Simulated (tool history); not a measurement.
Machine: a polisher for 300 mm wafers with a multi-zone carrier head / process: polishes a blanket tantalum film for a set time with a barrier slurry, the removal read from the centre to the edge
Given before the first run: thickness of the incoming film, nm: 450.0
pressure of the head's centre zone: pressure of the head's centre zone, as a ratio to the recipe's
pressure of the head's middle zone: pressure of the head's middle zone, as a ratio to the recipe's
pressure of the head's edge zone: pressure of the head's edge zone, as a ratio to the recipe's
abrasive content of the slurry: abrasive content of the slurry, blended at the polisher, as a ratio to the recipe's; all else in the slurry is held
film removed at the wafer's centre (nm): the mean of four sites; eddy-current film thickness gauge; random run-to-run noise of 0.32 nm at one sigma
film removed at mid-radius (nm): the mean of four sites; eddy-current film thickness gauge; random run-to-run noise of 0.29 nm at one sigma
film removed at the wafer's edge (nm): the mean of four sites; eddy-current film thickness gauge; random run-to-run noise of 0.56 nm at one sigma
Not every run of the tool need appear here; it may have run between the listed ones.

run	day	flow of slurry (ml/min)	pressure of the head's centre zone	pressure of the head's middle zone	pressure of the head's edge zone	abrasive content of the slurry	polishing time (s)	film removed at the wafer's centre (nm)	film removed at mid-radius (nm)	film removed at the wafer's edge (nm)
1	0.000	210	1.00	1.00	1.00	1.00	51	50.543	50.520	47.983
2	0.171	210	1.00	0.94	1.00	1.00	51	50.537	48.726	50.200
3	0.262	210	1.00	0.94	1.08	1.00	51	49.569	48.545	51.205
4	0.592	165	1.00	0.94	1.08	1.00	51	48.428	46.057	49.152
5	0.817	165	1.00	1.02	1.08	1.00	51	48.430	49.345	51.061
6	0.862	125	1.00	1.02	1.08	1.00	51	45.557	47.493	48.196
7	1.092	125	0.98	0.97	1.03	0.95	51	43.678	45.105	46.534

Run 8 comes next. What will it give?
8	1.362	125	0.98	0.97	1.03	0.95	51	?	?	?

film removed at the wafer's centre (nm): 44.072
film removed at mid-radius (nm): 44.846
film removed at the wafer's edge (nm): 47.457

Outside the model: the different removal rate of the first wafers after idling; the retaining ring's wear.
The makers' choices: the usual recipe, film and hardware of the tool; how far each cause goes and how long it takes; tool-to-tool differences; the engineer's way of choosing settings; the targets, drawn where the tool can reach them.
